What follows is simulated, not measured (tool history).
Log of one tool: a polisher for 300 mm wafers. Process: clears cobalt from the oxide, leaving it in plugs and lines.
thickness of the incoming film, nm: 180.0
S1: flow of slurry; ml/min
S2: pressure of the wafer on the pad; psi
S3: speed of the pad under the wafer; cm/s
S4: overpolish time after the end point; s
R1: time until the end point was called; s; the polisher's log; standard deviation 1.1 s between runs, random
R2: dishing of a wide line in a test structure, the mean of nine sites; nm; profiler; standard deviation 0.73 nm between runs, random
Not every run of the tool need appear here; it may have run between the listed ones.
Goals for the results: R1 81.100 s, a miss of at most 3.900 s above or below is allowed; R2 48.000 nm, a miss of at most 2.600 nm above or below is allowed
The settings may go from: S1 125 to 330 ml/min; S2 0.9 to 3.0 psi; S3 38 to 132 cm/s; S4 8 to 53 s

run	hour	S1	S2	S3	S4	R1	R2
1	0.0	210	1.9	84	27	61.915	48.725
2	2.7	210	1.9	64	27	78.064	41.021
3	9.4	210	1.9	64	36	77.721	49.999
4	11.0	210	1.9	64	35	77.067	49.232
5	18.6	210	1.9	64	42	75.560	52.735
6	26.1	210	2.2	64	42	66.656	54.647
7	27.0	210	1.7	62	39	87.456	49.462
8	31.8	210	1.7	62	39	87.342	47.394

Below are 4 possible settings for the next run. Only one of them brings all results inside the allowed miss of their targets. Which is it?
A	36.6	215	2.0	58	36	?	?
B	36.6	195	1.8	58	37	?	?
C	36.6	295	2.3	52	28	?	?
D	36.6	210	1.7	62	38	?	?

move	R1	R2
A	79.783	48.287
B	88.880	46.324
C	74.952	43.511
D	87.447	47.401
A: all results land within tolerance of their targets
B: the biggest miss grows against the last run
C: pushes the last run's worst result past its target
D: as far off as the last run
A is the move that brings every result within its allowed miss.
